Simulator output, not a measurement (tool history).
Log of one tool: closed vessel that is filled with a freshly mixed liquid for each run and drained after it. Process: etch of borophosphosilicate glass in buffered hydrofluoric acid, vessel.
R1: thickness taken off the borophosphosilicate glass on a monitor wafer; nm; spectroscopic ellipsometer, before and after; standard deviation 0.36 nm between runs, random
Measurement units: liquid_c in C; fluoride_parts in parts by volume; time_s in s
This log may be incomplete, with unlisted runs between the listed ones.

{"run": 1, "day": 0.0, "liquid_c": 21.0, "fluoride_parts": 22.0, "time_s": 105, "R1": 75.935}
{"run": 2, "day": 0.067, "liquid_c": 23.0, "fluoride_parts": 22.0, "time_s": 105, "R1": 85.133}
{"run": 3, "day": 0.283, "liquid_c": 23.0, "fluoride_parts": 22.0, "time_s": 110, "R1": 88.778}
{"run": 4, "day": 0.325, "liquid_c": 20.0, "fluoride_parts": 22.0, "time_s": 110, "R1": 75.393}
{"run": 5, "day": 0.621, "liquid_c": 22.0, "fluoride_parts": 22.0, "time_s": 110, "R1": 84.118}
{"run": 6, "day": 0.867, "liquid_c": 22.0, "fluoride_parts": 22.0, "time_s": 110, "R1": 83.999}
{"run": 7, "day": 1.208, "liquid_c": 23.5, "fluoride_parts": 22.0, "time_s": 110, "R1": 91.016}
{"day": 1.371, "done": "hydrofluoric acid flow meter replaced"}
{"run": 8, "day": 1.371, "liquid_c": 24.5, "fluoride_parts": 22.0, "time_s": 110, "R1": 89.852}

Run 9 has not been measured yet. What should we expect?
{"run": 9, "day": 1.742, "liquid_c": 26.0, "fluoride_parts": 21.0, "time_s": 110, "R1": "?"}

Logged for run 9: R1 101.080 nm.
